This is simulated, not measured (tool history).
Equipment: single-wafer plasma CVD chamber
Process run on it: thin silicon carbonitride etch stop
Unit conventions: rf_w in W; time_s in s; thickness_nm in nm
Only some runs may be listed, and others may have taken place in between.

run,hour,rf_w,time_s,thickness_nm
1,0,160,16,8.4924
2,1.1,160,17.5,9.2748
3,4.2,175,17.5,9.6054
4,6.9,175,16,8.7632
5,12.9,160,16,8.4913
6,16.7,160,17,9.0355

For run 7, what comes out?
7,24.5,165,17.1,?

{"run 7": {"thickness_nm": 9.192}}

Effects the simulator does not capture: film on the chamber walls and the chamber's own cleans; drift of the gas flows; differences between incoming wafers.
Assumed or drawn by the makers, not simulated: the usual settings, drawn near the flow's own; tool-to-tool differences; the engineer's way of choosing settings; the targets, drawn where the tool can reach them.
